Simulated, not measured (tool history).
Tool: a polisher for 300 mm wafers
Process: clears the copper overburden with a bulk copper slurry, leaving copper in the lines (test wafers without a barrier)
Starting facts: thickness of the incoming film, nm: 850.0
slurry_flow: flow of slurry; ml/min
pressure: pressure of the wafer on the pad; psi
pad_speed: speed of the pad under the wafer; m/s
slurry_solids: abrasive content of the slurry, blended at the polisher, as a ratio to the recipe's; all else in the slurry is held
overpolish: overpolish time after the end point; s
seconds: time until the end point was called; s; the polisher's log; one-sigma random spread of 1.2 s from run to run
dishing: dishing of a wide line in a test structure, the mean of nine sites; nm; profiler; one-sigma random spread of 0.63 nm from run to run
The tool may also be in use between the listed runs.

run 1 hour=0 | slurry_flow=240 pressure=2.2 pad_speed=1.38 slurry_solids=1 overpolish=13 | seconds=91.296 dishing=74.156
run 2 hour=3.1 | slurry_flow=240 pressure=2.2 pad_speed=1.14 slurry_solids=1 overpolish=13 | seconds=110.45 dishing=65.267
run 3 hour=5.5 | slurry_flow=240 pressure=2.1 pad_speed=1.14 slurry_solids=1 overpolish=12 | seconds=117.31 dishing=58.888
run 4 hour=9.8 | slurry_flow=240 pressure=2.1 pad_speed=1.46 slurry_solids=1 overpolish=12 | seconds=90.509 dishing=70.177
run 5 hour=13.1 | slurry_flow=240 pressure=2.1 pad_speed=1.46 slurry_solids=1 overpolish=14 | seconds=90.657 dishing=76.391
run 6 hour=21.6 | slurry_flow=240 pressure=2.1 pad_speed=1.46 slurry_solids=0.9 overpolish=14 | seconds=92.855 dishing=76.822
run 7 hour=23.7 | slurry_flow=240 pressure=2 pad_speed=1.46 slurry_solids=0.9 overpolish=13 | seconds=97.077 dishing=68.994
run 8 hour=26 | slurry_flow=240 pressure=1.9 pad_speed=1.46 slurry_solids=0.9 overpolish=12 | seconds=102.38 dishing=62.253

What does the tool deliver on the next run?
run 9 hour=33.9 | slurry_flow=240 pressure=1.8 pad_speed=1.46 slurry_solids=0.9 overpolish=12 | seconds=? dishing=?

Logged for run 9: seconds 110.69 s, dishing 60.907 nm.

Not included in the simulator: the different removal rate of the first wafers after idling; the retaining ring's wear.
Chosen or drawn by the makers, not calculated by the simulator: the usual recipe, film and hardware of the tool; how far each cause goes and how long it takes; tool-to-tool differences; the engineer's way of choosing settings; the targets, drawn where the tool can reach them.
